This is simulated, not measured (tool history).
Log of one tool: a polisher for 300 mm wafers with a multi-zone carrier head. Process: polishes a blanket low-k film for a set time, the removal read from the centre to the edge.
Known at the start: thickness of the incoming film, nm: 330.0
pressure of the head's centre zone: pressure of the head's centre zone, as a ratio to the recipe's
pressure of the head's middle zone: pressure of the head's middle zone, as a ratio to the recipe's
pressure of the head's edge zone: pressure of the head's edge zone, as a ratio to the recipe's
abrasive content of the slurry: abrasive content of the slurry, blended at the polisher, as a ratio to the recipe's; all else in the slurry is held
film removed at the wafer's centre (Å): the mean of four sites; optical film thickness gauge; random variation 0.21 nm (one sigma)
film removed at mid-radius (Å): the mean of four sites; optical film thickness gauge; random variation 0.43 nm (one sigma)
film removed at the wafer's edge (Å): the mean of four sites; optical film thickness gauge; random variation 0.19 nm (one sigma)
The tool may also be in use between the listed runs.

| run | hour | flow of slurry (ml/min) | pressure of the head's centre zone | pressure of the head's middle zone | pressure of the head's edge zone | abrasive content of the slurry | polishing time (s) | film removed at the wafer's centre (Å) | film removed at mid-radius (Å) | film removed at the wafer's edge (Å) |
|---|---|---|---|---|---|---|---|---|---|---|
| 1 | 0 | 195 | 1 | 1 | 1 | 1 | 56 | 260.25 | 255.65 | 254.63 |
| 2 | 3.9 | 195 | 1 | 1.05 | 1 | 1 | 56 | 258.59 | 266.88 | 257.97 |
| 3 | 11.1 | 210 | 1.01 | 1.07 | 1 | 1.05 | 56 | 275.05 | 279.39 | 263.32 |
| 4 | 18.1 | 210 | 1.01 | 1.04 | 1 | 1.05 | 56 | 272.33 | 270.97 | 268.63 |
| 5 | 21 | 210 | 1.01 | 1.06 | 0.99 | 1.1 | 56 | 282.84 | 285.69 | 270.15 |
| 6 | 26.5 | 210 | 1.01 | 1.06 | 0.99 | 1.15 | 56 | 288 | 293.84 | 278.53 |
| 7 | 31.3 | 220 | 1.01 | 1.08 | 0.99 | 1.15 | 56 | 288.61 | 305.51 | 279.65 |
| 8 | 35.1 | 230 | 1.02 | 1.09 | 1 | 1.15 | 56 | 294.01 | 306.34 | 281.64 |
| 9 | 41.5 | 230 | 1.02 | 1.09 | 1 | 1.15 | 56 | 296.35 | 308.37 | 278.67 |
| 10 | 46.9 | 235 | 1.02 | 1.1 | 1.02 | 1.15 | 56 | 295.56 | 306.91 | 288.69 |
| 11 | 50.9 | 240 | 1.02 | 1.11 | 1.02 | 1.15 | 56 | 296.61 | 315.48 | 286.36 |
| 12 | 52.1 | 240 | 1.02 | 1.11 | 1.02 | 1.15 | 56 | 298.49 | 309.25 | 282.06 |
| 13 | 57.2 | 245 | 1.02 | 1.12 | 1.02 | 1.15 | 56 | 298.85 | 314.61 | 286.62 |
| 14 | 65.2 | 250 | 1.02 | 1.13 | 1.02 | 1.15 | 56 | 296.24 | 326.76 | 286.61 |

Run 15 comes next. What will it give?
| 15 | 68.7 | 255 | 1.03 | 1.14 | 1.03 | 1.15 | 56 | ? | ? | ? |

film removed at the wafer's centre (Å): 302.11
film removed at mid-radius (Å): 326.06
film removed at the wafer's edge (Å): 288.83

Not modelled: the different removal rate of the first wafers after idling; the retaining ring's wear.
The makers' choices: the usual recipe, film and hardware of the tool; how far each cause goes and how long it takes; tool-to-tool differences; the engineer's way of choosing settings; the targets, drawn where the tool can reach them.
